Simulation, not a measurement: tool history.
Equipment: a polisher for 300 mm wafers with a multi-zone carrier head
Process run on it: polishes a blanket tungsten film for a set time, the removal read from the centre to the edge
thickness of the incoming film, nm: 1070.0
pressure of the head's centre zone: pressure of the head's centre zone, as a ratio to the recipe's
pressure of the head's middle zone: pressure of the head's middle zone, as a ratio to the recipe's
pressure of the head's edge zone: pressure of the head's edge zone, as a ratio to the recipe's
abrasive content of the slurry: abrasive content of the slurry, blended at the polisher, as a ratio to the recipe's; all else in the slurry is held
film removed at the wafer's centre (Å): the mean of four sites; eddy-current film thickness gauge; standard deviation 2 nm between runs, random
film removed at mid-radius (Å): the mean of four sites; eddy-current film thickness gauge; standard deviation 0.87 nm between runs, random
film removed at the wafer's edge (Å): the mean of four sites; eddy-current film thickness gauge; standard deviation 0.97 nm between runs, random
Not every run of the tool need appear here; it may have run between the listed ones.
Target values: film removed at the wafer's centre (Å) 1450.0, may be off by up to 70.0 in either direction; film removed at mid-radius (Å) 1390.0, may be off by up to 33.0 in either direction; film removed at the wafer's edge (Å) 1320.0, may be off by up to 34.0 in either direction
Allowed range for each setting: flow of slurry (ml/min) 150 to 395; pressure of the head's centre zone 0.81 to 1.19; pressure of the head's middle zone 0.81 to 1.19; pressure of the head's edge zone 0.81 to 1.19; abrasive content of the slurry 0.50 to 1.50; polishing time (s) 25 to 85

run	hour	flow of slurry (ml/min)	pressure of the head's centre zone	pressure of the head's middle zone	pressure of the head's edge zone	abrasive content of the slurry	polishing time (s)	film removed at the wafer's centre (Å)	film removed at mid-radius (Å)	film removed at the wafer's edge (Å)
1	0.0	250	1.00	1.00	1.00	1.00	55	2821.7	2781.6	2786.8
2	1.8	250	1.00	0.99	0.97	0.90	50	2420.0	2449.9	2439.8
3	8.2	250	1.02	0.99	0.95	0.85	46	2229.9	2240.8	2188.6
4	14.7	245	1.03	0.98	0.93	0.80	43	2115.7	2013.1	2025.9
5	18.3	245	1.03	0.92	0.93	0.80	43	2182.4	1935.3	2007.1
6	24.2	245	1.03	0.92	0.93	0.95	43	2174.0	1985.6	2083.2
7	33.0	245	1.03	0.93	0.91	0.90	40	2054.9	1850.4	1872.5
8	35.1	245	1.02	0.93	0.90	0.85	38	1905.5	1753.6	1739.1
9	39.1	240	0.99	0.91	0.89	0.80	38	1837.9	1683.7	1743.0
10	39.7	250	0.99	0.92	0.88	0.75	36	1678.2	1576.7	1600.5

5 next moves are on the table. One of them brings every result within its allowed miss. Which?
A	40.3	335	1.04	1.13	0.81	1.15	31	?	?	?
B	40.3	235	1.00	0.96	0.82	0.80	30	?	?	?
C	40.3	245	1.17	1.00	0.81	0.80	29	?	?	?
D	40.3	180	1.11	0.95	0.81	0.85	31	?	?	?
E	40.3	230	1.10	0.94	0.81	0.55	33	?	?	?

move	film removed at the wafer's centre (Å)	film removed at mid-radius (Å)	film removed at the wafer's edge (Å)
A	1753.2	1848.0	1494.5
B	1451.7	1382.0	1305.8
C	1600.7	1389.4	1260.1
D	1573.1	1373.4	1317.5
E	1588.5	1377.9	1319.8
A: further off than the last run
B: meets every target
C: moves the result that the last run missed by most past its target, out the other side
D: corrects the largest miss of the last run, while another result sits out of spec
E: corrects the largest miss of the last run, while another result sits out of spec
Answer: B
